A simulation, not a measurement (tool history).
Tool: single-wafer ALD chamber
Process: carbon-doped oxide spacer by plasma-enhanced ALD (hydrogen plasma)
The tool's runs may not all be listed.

run  hour  heater temperature setpoint (K)  number of ALD cycles (cycles)  mean film thickness on the monitor wafer (Å)
  1   0.0                           668.15                            469                                        222.21
  2   8.4                           668.15                            488                                        228.64
  3  16.8                           668.15                            504                                        237.55
  4  26.1                           677.15                            504                                        233.22
  5  32.0                           677.15                            451                                        210.84
  6  34.1                           673.15                            451                                        211.48

The next listed run, before its measurement:
  7  42.9                           672.15                            479                                             ?

mean film thickness on the monitor wafer (Å): 225.46
